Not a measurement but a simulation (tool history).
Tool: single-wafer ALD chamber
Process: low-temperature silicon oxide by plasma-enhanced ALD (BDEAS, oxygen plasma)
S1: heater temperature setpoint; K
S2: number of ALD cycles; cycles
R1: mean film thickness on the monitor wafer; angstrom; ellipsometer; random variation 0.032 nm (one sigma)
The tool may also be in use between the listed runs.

{"run": 1, "hour": 0.0, "S1": 363.15, "S2": 69, "R1": 105.28}
{"run": 2, "hour": 1.1, "S1": 363.15, "S2": 72, "R1": 109.74}
{"run": 3, "hour": 3.9, "S1": 364.15, "S2": 71, "R1": 107.58}
{"run": 4, "hour": 9.9, "S1": 365.15, "S2": 70, "R1": 105.27}
{"run": 5, "hour": 10.9, "S1": 358.15, "S2": 70, "R1": 108.2}
{"run": 6, "hour": 14.9, "S1": 359.15, "S2": 69, "R1": 106.53}
{"run": 7, "hour": 17.1, "S1": 360.15, "S2": 68, "R1": 105.02}
{"run": 8, "hour": 21.7, "S1": 361.15, "S2": 67, "R1": 102.68}
{"run": 9, "hour": 29.8, "S1": 362.15, "S2": 67, "R1": 102.47}
{"run": 10, "hour": 36.8, "S1": 363.15, "S2": 67, "R1": 101.68}
{"run": 11, "hour": 42.0, "S1": 364.15, "S2": 67, "R1": 102.04}

Run 12 comes next. What will it give?
{"run": 12, "hour": 49.3, "S1": 365.15, "S2": 66, "R1": "?"}

Run 12 gave R1 99.623 angstrom.

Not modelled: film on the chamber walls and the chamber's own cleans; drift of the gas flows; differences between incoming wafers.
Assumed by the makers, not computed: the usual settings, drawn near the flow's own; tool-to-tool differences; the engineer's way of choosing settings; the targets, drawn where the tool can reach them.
